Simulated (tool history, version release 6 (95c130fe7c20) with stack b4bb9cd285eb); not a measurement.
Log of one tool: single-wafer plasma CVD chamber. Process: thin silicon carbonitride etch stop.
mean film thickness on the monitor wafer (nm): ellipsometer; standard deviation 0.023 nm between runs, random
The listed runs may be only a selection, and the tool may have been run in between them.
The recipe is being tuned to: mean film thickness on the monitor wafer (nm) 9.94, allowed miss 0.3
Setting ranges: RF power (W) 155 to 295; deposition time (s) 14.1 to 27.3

| run | hour | RF power (W) | deposition time (s) | mean film thickness on the monitor wafer (nm) |
|---|---|---|---|---|
| 1 | 0 | 225 | 20.7 | 12.185 |
| 2 | 6.1 | 225 | 23.4 | 13.793 |
| 3 | 10.8 | 210 | 23.4 | 13.385 |
| 4 | 17.6 | 200 | 21.9 | 12.3 |
| 5 | 22.2 | 190 | 20.9 | 11.568 |
| 6 | 26.5 | 190 | 19.7 | 10.898 |
| 7 | 29.4 | 185 | 19.3 | 10.536 |
| 8 | 34.3 | 180 | 19.1 | 10.303 |

Below are 5 possible settings for the next run. Only one of them brings all results inside the allowed miss of their targets. Which is it?
| A | 39.2 | 170 | 18.7 | ? |
| B | 39.2 | 185 | 19.8 | ? |
| C | 39.2 | 195 | 19.3 | ? |
| D | 39.2 | 175 | 19.9 | ? |
| E | 39.2 | 200 | 19.3 | ? |

| move | mean film thickness on the monitor wafer (nm) |
|---|---|
| A | 9.8982 |
| B | 10.836 |
| C | 10.779 |
| D | 10.655 |
| E | 10.883 |
A: every result within its allowed miss
B: the biggest miss grows against the last run
C: the biggest miss grows against the last run
D: the biggest miss grows against the last run
E: the biggest miss grows against the last run
Go with A: it meets all targets.
